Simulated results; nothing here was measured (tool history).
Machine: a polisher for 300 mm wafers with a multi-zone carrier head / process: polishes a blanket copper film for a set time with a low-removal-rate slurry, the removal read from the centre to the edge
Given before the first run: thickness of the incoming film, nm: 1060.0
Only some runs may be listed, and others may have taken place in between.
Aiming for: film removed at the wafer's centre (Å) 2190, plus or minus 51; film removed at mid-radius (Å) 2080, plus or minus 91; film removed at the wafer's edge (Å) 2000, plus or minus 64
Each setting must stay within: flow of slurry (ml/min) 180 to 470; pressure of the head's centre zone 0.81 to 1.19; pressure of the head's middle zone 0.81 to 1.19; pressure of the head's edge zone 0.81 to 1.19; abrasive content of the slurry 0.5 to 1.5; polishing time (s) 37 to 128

run,day,flow of slurry (ml/min),pressure of the head's centre zone,pressure of the head's middle zone,pressure of the head's edge zone,abrasive content of the slurry,polishing time (s),film removed at the wafer's centre (Å),film removed at mid-radius (Å),film removed at the wafer's edge (Å)
1,0,300,1,1,1,1,82,1612.5,1649.9,1649
2,0.208,305,1.02,1.01,1.02,1.05,82,1646.7,1685,1678.8
3,0.496,305,1.02,0.93,1.02,1.05,82,1656.3,1533.4,1652.4
4,0.833,305,1.1,0.93,1.02,1.05,82,1797,1573.1,1687.9
5,1.183,310,1.11,0.95,1.03,1.1,82,1828.5,1607.8,1692.3
6,1.233,310,1.11,0.87,1.03,1.1,82,1833.9,1557.1,1670.2
7,1.488,315,1.12,0.9,1.04,1.15,82,1853.1,1595.5,1708.9
8,1.667,320,1.13,0.92,1.04,1.2,83,1908,1645.2,1741
9,1.938,325,1.14,0.94,1.04,1.25,84,1967.2,1696.3,1775.8
10,2.021,330,1.14,0.96,1.05,1.3,84,1968.3,1710.6,1807.5
11,2.142,330,1.14,0.98,1.05,1.35,85,2016.1,1756,1860.6
12,2.442,330,1.14,0.98,1.05,1.35,85,2022.5,1805.1,1828.7
13,2.617,330,1.14,1,1.06,1.35,85,2003.2,1794.5,1820.6
14,2.804,335,1.14,1.01,1.06,1.35,86,2048.8,1826.4,1891.2
15,2.975,340,1.14,1.03,1.06,1.35,86,2028.5,1886,1880.3
16,3.217,345,1.15,1.04,1.06,1.35,86,2076,1844,1828.6
17,3.504,345,1.15,1.05,1.06,1.35,87,2078.2,1921.6,1910.8
18,3.729,350,1.15,1.06,1.06,1.35,87,2084.1,1938.6,1918.6

Exercise: of the 4 proposed moves below, exactly one satisfies all targets within the stated allowed misses. Which move is it?
A,3.954,365,0.98,1.12,1.04,1.4,101,?,?,?
B,3.954,395,1.15,0.87,1.16,1.35,94,?,?,?
C,3.954,225,1.09,1.02,0.94,1.45,101,?,?,?
D,3.954,410,1.06,1.19,0.92,1.45,96,?,?,?

move,film removed at the wafer's centre (Å),film removed at mid-radius (Å),film removed at the wafer's edge (Å)
A,2092.7,2309.3,2182.5
B,2265.3,1836.9,2149.4
C,2187.8,2069.8,2007.2
D,2177.8,2318.5,1980.9
A: moves away from the targets compared with the last run
B: pushes the last run's worst result past its target
C: hits every target within its allowed miss
D: puts the biggest miss on target and leaves a different result outside tolerance
The move that meets every target is C.
